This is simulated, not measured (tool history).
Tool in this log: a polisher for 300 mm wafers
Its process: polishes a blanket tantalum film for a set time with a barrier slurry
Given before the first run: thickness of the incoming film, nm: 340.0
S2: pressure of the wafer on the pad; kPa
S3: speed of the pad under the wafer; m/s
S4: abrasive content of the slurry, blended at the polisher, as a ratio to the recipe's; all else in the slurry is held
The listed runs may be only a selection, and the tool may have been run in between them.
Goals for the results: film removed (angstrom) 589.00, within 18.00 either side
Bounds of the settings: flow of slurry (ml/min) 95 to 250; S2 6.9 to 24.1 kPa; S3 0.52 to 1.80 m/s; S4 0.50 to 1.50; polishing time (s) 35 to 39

Run 1, day 0.000: flow of slurry (ml/min) 160, S2 15.2 kPa, S3 1.16 m/s, S4 1.00, polishing time (s) 39. Result: film removed (angstrom) 729.33.
Run 2, day 0.100: flow of slurry (ml/min) 190, S2 15.2 kPa, S3 1.16 m/s, S4 1.00, polishing time (s) 39. Result: film removed (angstrom) 760.88.
Run 3, day 0.442: flow of slurry (ml/min) 190, S2 15.2 kPa, S3 1.16 m/s, S4 1.00, polishing time (s) 39. Result: film removed (angstrom) 757.06.
Run 4, day 0.729: flow of slurry (ml/min) 190, S2 15.2 kPa, S3 1.04 m/s, S4 1.00, polishing time (s) 39. Result: film removed (angstrom) 682.29.
Run 5, day 0.962: flow of slurry (ml/min) 180, S2 15.2 kPa, S3 1.04 m/s, S4 1.00, polishing time (s) 39. Result: film removed (angstrom) 671.25.
Run 6, day 1.225: flow of slurry (ml/min) 180, S2 17.2 kPa, S3 1.04 m/s, S4 1.00, polishing time (s) 39. Result: film removed (angstrom) 746.68.
Run 7, day 1.325: flow of slurry (ml/min) 170, S2 16.5 kPa, S3 1.04 m/s, S4 1.00, polishing time (s) 39. Result: film removed (angstrom) 720.68.
Run 8, day 1.692: flow of slurry (ml/min) 165, S2 15.9 kPa, S3 1.04 m/s, S4 1.00, polishing time (s) 39. Result: film removed (angstrom) 700.18.
Run 9, day 1.992: flow of slurry (ml/min) 165, S2 15.2 kPa, S3 1.04 m/s, S4 1.00, polishing time (s) 39. Result: film removed (angstrom) 671.93.
Run 10, day 2.267: flow of slurry (ml/min) 165, S2 14.5 kPa, S3 1.04 m/s, S4 1.00, polishing time (s) 39. Result: film removed (angstrom) 649.53.
Run 11, day 2.425: flow of slurry (ml/min) 165, S2 13.8 kPa, S3 1.04 m/s, S4 1.00, polishing time (s) 39. Result: film removed (angstrom) 608.95.

Which of these 4 next moves meets every target?
Run A, day 2.583: flow of slurry (ml/min) 95, S2 17.9 kPa, S3 0.94 m/s, S4 1.10, polishing time (s) 39. Result: film removed (angstrom) ?.
Run B, day 2.583: flow of slurry (ml/min) 170, S2 13.8 kPa, S3 1.22 m/s, S4 0.90, polishing time (s) 35. Result: film removed (angstrom) ?.
Run C, day 2.583: flow of slurry (ml/min) 145, S2 15.9 kPa, S3 1.08 m/s, S4 1.05, polishing time (s) 36. Result: film removed (angstrom) ?.
Run D, day 2.583: flow of slurry (ml/min) 155, S2 13.8 kPa, S3 1.02 m/s, S4 0.95, polishing time (s) 39. Result: film removed (angstrom) ?.

move  film removed (angstrom)
   A                   628.97
   B                   626.40
   C                   654.58
   D                   585.16
A: the biggest miss grows against the last run
B: the biggest miss grows against the last run
C: the biggest miss grows against the last run
D: all results land within tolerance of their targets
D meets every target.
